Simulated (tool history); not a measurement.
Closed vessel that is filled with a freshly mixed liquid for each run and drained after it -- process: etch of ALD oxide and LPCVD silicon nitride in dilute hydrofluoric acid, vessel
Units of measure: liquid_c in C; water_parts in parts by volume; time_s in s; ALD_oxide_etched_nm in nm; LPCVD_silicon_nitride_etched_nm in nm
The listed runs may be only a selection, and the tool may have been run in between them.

run	hour	liquid_c	water_parts	time_s	ALD_oxide_etched_nm	LPCVD_silicon_nitride_etched_nm
1	0	26	205	95	12.696	0.22949
2	0.9	26	240	95	10.288	0.19785
3	8.1	26	240	115	12.39	0.24701
4	16.9	26	240	140	15.154	0.37459
5	21.7	26	240	115	12.624	0.21443
6	23	28	240	115	13.607	0.28399

Run 7 has not been measured yet. What should we expect?
7	25.2	29.5	235	115	?	?

For run 7 the tool returned ALD_oxide_etched_nm 14.608 nm, LPCVD_silicon_nitride_etched_nm 0.27704 nm.
